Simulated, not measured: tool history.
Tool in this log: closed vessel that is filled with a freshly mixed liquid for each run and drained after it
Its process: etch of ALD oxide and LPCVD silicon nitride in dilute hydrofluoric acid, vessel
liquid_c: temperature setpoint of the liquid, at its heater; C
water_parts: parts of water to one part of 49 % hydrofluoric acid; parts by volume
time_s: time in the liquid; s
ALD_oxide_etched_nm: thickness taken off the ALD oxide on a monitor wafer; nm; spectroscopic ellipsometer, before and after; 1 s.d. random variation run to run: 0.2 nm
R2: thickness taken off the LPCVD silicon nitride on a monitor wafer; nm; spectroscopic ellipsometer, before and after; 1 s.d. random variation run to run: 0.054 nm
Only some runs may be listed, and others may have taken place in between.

Run 1, hour 0: liquid_c 24 C, water_parts 165 parts by volume, time_s 60 s. Result: ALD_oxide_etched_nm 10.586 nm, R2 0.16554 nm.
Run 2, hour 5.2: liquid_c 25.5 C, water_parts 165 parts by volume, time_s 60 s. Result: ALD_oxide_etched_nm 11.196 nm, R2 0.2084 nm.
Run 3, hour 10.3: liquid_c 25.5 C, water_parts 165 parts by volume, time_s 85 s. Result: ALD_oxide_etched_nm 15.784 nm, R2 0.29382 nm.
Run 4, hour 15.2: liquid_c 23 C, water_parts 165 parts by volume, time_s 85 s. Result: ALD_oxide_etched_nm 14.323 nm, R2 0.22932 nm.
Run 5, hour 18.7: liquid_c 25 C, water_parts 165 parts by volume, time_s 85 s. Result: ALD_oxide_etched_nm 15.682 nm, R2 0.26451 nm.
Run 6, hour 27.9: liquid_c 26.5 C, water_parts 155 parts by volume, time_s 85 s. Result: ALD_oxide_etched_nm 17.891 nm, R2 0.3212 nm.
Run 7, hour 34.8: liquid_c 30.5 C, water_parts 130 parts by volume, time_s 85 s. Result: ALD_oxide_etched_nm 25.437 nm, R2 0.43141 nm.

Run 8 comes next. What will it give?
Run 8, hour 43.1: liquid_c 30.5 C, water_parts 130 parts by volume, time_s 85 s. Result: ALD_oxide_etched_nm ?, R2 ?.

{"run 8": {"ALD_oxide_etched_nm": 25.158, "R2": 0.59864}}
